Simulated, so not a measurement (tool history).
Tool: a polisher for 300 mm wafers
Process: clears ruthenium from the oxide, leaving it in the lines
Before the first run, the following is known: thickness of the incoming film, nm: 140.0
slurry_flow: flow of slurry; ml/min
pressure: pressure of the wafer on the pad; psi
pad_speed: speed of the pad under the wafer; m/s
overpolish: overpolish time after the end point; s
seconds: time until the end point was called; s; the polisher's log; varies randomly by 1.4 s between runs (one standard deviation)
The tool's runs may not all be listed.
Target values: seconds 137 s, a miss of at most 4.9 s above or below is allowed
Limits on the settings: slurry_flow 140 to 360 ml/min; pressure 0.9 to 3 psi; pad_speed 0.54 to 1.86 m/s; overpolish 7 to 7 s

{"run": 1, "hour": 0.0, "slurry_flow": 230, "pressure": 1.9, "pad_speed": 1.18, "overpolish": 7, "seconds": 105.1}
{"run": 2, "hour": 7.7, "slurry_flow": 230, "pressure": 1.8, "pad_speed": 1.18, "overpolish": 7, "seconds": 113.65}
{"run": 3, "hour": 12.1, "slurry_flow": 230, "pressure": 1.7, "pad_speed": 1.18, "overpolish": 7, "seconds": 119.46}
{"run": 4, "hour": 16.5, "slurry_flow": 275, "pressure": 1.7, "pad_speed": 1.18, "overpolish": 7, "seconds": 118.24}
{"run": 5, "hour": 22.2, "slurry_flow": 275, "pressure": 1.7, "pad_speed": 1.18, "overpolish": 7, "seconds": 119.28}
{"run": 6, "hour": 30.8, "slurry_flow": 275, "pressure": 1.7, "pad_speed": 1.42, "overpolish": 7, "seconds": 98.73}
{"run": 7, "hour": 38.6, "slurry_flow": 275, "pressure": 1.5, "pad_speed": 1.42, "overpolish": 7, "seconds": 108.05}
{"run": 8, "hour": 44.2, "slurry_flow": 275, "pressure": 1.4, "pad_speed": 1.42, "overpolish": 7, "seconds": 115.52}
{"run": 9, "hour": 48.1, "slurry_flow": 275, "pressure": 1.3, "pad_speed": 1.42, "overpolish": 7, "seconds": 127.39}

Exercise: of the 4 proposed moves below, exactly one satisfies all targets within the stated allowed misses. Which move is it?
{"run": "A", "hour": 52.0, "slurry_flow": 265, "pressure": 1.2, "pad_speed": 1.3, "overpolish": 7, "seconds": "?"}
{"run": "B", "hour": 52.0, "slurry_flow": 275, "pressure": 1, "pad_speed": 1.7, "overpolish": 7, "seconds": "?"}
{"run": "C", "hour": 52.0, "slurry_flow": 335, "pressure": 1.3, "pad_speed": 1.16, "overpolish": 7, "seconds": "?"}
{"run": "D", "hour": 52.0, "slurry_flow": 360, "pressure": 1.7, "pad_speed": 1.1, "overpolish": 7, "seconds": "?"}

move=A seconds=147.83
move=B seconds=134.44
move=C seconds=149.89
move=D seconds=121.57
A: takes the result that was furthest off past its target
B: every result within its allowed miss
C: takes the result that was furthest off past its target
D: the biggest miss grows against the last run
Correct choice: B, which meets every target
